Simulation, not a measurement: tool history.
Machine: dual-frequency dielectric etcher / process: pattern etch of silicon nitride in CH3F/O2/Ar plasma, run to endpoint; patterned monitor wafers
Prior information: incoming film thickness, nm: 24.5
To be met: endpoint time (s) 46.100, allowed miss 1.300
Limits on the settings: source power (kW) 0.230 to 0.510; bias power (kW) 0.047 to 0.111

run  hour  source power (kW)  bias power (kW)  endpoint time (s)
  1   0.0              0.370            0.079             36.887
  2   7.6              0.410            0.079             35.807
  3  15.1              0.390            0.075             37.503
  4  21.4              0.380            0.073             37.656
  5  24.5              0.380            0.061             40.847
  6  32.4              0.380            0.068             38.474
  7  35.1              0.360            0.065             40.888
  8  37.1              0.350            0.064             41.840

4 candidate next runs follow, results not yet known. Just one meets every target within its allowed miss. Identify it.
  A  39.1              0.320            0.055                  ?
  B  39.1              0.310            0.049                  ?
  C  39.1              0.290            0.049                  ?
  D  39.1              0.310            0.068                  ?

move  endpoint time (s)
   A             45.848
   B             48.737
   C             50.064
   D             42.456
A: all results in spec
B: moves the result that the last run missed by most past its target, out the other side
C: moves the result that the last run missed by most past its target, out the other side
D: closer than the last run, but not yet in spec
Move A is the one to make.
